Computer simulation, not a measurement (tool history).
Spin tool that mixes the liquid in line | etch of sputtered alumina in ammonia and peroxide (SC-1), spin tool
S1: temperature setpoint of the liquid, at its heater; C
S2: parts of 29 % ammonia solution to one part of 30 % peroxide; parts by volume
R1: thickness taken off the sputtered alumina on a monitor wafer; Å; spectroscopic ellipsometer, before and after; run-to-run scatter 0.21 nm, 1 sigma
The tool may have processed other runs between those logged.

run 1 hour=0 | S1=47 S2=0.4 time_under_the_liquid_(s)=280 | R1=117.56
run 2 hour=1.6 | S1=52.5 S2=0.4 time_under_the_liquid_(s)=280 | R1=161.96
run 3 hour=2.2 | S1=54 S2=0.4 time_under_the_liquid_(s)=280 | R1=172.41
run 4 hour=7.1 | S1=54 S2=0.5 time_under_the_liquid_(s)=280 | R1=178.9
run 5 hour=7.9 | S1=55 S2=0.5 time_under_the_liquid_(s)=280 | R1=186.5
run 6 hour=9 | S1=55 S2=0.5 time_under_the_liquid_(s)=280 | R1=188.62

Predict the results of run 7:
run 7 hour=13.9 | S1=55.5 S2=0.5 time_under_the_liquid_(s)=280 | R1=?

R1: 194.63 Å
